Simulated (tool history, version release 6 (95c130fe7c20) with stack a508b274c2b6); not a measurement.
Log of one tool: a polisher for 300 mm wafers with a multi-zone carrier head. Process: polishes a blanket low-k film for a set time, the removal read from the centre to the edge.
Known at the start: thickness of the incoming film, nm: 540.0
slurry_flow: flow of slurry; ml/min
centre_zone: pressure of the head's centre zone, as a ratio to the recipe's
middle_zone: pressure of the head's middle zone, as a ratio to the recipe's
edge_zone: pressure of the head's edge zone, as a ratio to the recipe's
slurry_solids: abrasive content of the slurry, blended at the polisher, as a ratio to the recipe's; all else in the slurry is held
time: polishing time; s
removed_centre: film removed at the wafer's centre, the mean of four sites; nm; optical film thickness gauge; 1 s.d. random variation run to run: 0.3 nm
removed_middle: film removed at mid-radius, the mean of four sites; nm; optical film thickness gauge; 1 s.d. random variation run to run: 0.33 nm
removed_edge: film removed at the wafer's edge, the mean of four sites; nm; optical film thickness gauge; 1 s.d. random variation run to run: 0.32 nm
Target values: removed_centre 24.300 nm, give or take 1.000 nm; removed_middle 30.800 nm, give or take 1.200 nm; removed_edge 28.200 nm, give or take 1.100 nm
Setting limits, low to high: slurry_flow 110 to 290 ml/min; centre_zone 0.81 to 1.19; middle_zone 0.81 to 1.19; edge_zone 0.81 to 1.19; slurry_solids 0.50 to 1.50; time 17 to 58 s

| run | hour | slurry_flow | centre_zone | middle_zone | edge_zone | slurry_solids | time | removed_centre | removed_middle | removed_edge |
|---|---|---|---|---|---|---|---|---|---|---|
| 1 | 0.0 | 185 | 1.00 | 1.00 | 1.00 | 1.00 | 37 | 17.370 | 16.579 | 16.761 |
| 2 | 2.7 | 190 | 0.97 | 1.04 | 1.03 | 1.15 | 39 | 19.239 | 19.641 | 19.694 |
| 3 | 9.4 | 190 | 0.97 | 1.04 | 1.03 | 1.05 | 39 | 18.167 | 18.984 | 18.626 |
| 4 | 10.0 | 190 | 0.90 | 1.04 | 1.03 | 1.05 | 39 | 16.683 | 19.281 | 18.512 |
| 5 | 18.4 | 200 | 0.90 | 1.08 | 1.05 | 1.15 | 40 | 18.588 | 21.029 | 20.057 |
| 6 | 22.1 | 200 | 0.90 | 1.11 | 1.05 | 1.15 | 40 | 18.210 | 21.595 | 20.184 |
| 7 | 30.8 | 200 | 0.89 | 1.13 | 1.06 | 1.25 | 41 | 19.454 | 23.566 | 21.612 |
| 8 | 32.4 | 205 | 0.88 | 1.14 | 1.08 | 1.30 | 42 | 20.431 | 24.814 | 22.623 |
| 9 | 34.5 | 205 | 0.87 | 1.14 | 1.10 | 1.35 | 43 | 20.581 | 25.672 | 24.121 |
| 10 | 36.0 | 210 | 0.87 | 1.15 | 1.11 | 1.40 | 44 | 21.584 | 27.188 | 25.304 |
| 11 | 41.3 | 215 | 0.88 | 1.16 | 1.12 | 1.45 | 44 | 21.751 | 27.751 | 25.034 |
| 12 | 43.8 | 215 | 0.88 | 1.16 | 1.12 | 1.45 | 45 | 22.637 | 28.336 | 26.166 |

Exercise: of the 5 proposed moves below, exactly one satisfies all targets within the stated allowed misses. Which move is it?
| A | 46.3 | 205 | 0.94 | 0.98 | 1.03 | 1.40 | 45 | ? | ? | ? |
| B | 46.3 | 185 | 0.87 | 0.92 | 1.19 | 1.45 | 49 | ? | ? | ? |
| C | 46.3 | 210 | 0.88 | 1.17 | 1.13 | 1.40 | 49 | ? | ? | ? |
| D | 46.3 | 280 | 1.05 | 1.18 | 1.14 | 1.45 | 40 | ? | ? | ? |
| E | 46.3 | 175 | 1.04 | 0.96 | 1.18 | 1.45 | 45 | ? | ? | ? |

| move | removed_centre | removed_middle | removed_edge |
|---|---|---|---|
| A | 23.663 | 24.332 | 24.748 |
| B | 23.814 | 25.164 | 28.841 |
| C | 24.220 | 30.914 | 28.024 |
| D | 24.820 | 26.587 | 23.847 |
| E | 25.969 | 23.748 | 26.228 |
A: further off than the last run
B: further off than the last run
C: all results in spec
D: further off than the last run
E: further off than the last run
The right move is C.

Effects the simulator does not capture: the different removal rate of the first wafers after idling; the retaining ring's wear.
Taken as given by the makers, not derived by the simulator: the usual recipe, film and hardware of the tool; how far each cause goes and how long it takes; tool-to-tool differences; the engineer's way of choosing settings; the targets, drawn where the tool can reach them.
